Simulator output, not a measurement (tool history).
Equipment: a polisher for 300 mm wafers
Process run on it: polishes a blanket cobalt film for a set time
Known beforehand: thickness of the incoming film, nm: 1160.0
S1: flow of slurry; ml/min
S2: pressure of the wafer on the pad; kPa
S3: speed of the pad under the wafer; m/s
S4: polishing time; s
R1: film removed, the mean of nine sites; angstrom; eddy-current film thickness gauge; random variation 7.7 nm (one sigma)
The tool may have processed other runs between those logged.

| run | hour | S1 | S2 | S3 | S4 | R1 |
|---|---|---|---|---|---|---|
| 1 | 0.0 | 170 | 15.9 | 0.92 | 114 | 6454.5 |
| 2 | 6.2 | 180 | 17.9 | 0.92 | 114 | 7312.1 |
| 3 | 13.9 | 180 | 17.9 | 0.92 | 119 | 7600.1 |
| 4 | 21.9 | 180 | 17.9 | 1.04 | 119 | 8454.9 |
| 5 | 26.3 | 145 | 17.9 | 1.04 | 119 | 8233.6 |
|  | 35.3 | slurry nozzle cleaned |
| 6 | 35.3 | 145 | 17.9 | 1.04 | 114 | 8066.1 |
| 7 | 37.5 | 145 | 19.3 | 1.04 | 114 | 8676.1 |
| 8 | 41.1 | 150 | 20.0 | 1.04 | 114 | 9204.1 |
| 9 | 48.3 | 155 | 20.7 | 1.04 | 114 | 9413.5 |

Run 10 comes next. What will it give?
| 10 | 56.6 | 155 | 21.4 | 1.04 | 114 | ? |

R1: 9789.9 angstrom
